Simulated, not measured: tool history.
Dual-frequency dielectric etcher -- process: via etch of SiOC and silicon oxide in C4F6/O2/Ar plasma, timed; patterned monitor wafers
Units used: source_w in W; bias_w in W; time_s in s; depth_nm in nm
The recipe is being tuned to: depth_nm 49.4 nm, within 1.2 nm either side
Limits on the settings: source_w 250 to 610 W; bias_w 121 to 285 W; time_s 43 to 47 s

run 1 hour=0 | source_w=430 bias_w=203 time_s=47 | depth_nm=57.623
run 2 hour=7.5 | source_w=430 bias_w=219 time_s=47 | depth_nm=59.328
run 3 hour=8.2 | source_w=430 bias_w=237 time_s=47 | depth_nm=60.83
run 4 hour=13.8 | source_w=430 bias_w=237 time_s=47 | depth_nm=60.3
run 5 hour=15 | source_w=430 bias_w=258 time_s=47 | depth_nm=62.692
run 6 hour=21 | source_w=460 bias_w=258 time_s=47 | depth_nm=65.41
run 7 hour=28.8 | source_w=410 bias_w=252 time_s=47 | depth_nm=59.538
run 8 hour=35.8 | source_w=380 bias_w=250 time_s=47 | depth_nm=56.988
run 9 hour=37 | source_w=360 bias_w=248 time_s=47 | depth_nm=54.91
run 10 hour=40.7 | source_w=360 bias_w=248 time_s=47 | depth_nm=54.94
run 11 hour=46 | source_w=340 bias_w=247 time_s=47 | depth_nm=52.792

Exercise: of the 4 proposed moves below, exactly one satisfies all targets within the stated allowed misses. Which move is it?
run A hour=51.3 | source_w=350 bias_w=226 time_s=44.5 | depth_nm=?
run B hour=51.3 | source_w=380 bias_w=241 time_s=44 | depth_nm=?
run C hour=51.3 | source_w=350 bias_w=245 time_s=45 | depth_nm=?
run D hour=51.3 | source_w=340 bias_w=243 time_s=47 | depth_nm=?

move=A depth_nm=49.085
move=B depth_nm=52.474
move=C depth_nm=51.038
move=D depth_nm=52.071
A: every result lands within tolerance
B: an improvement on the last run, though not all results are within tolerance
C: an improvement on the last run, though not all results are within tolerance
D: an improvement on the last run, though not all results are within tolerance
A is the move that brings every result within its allowed miss.
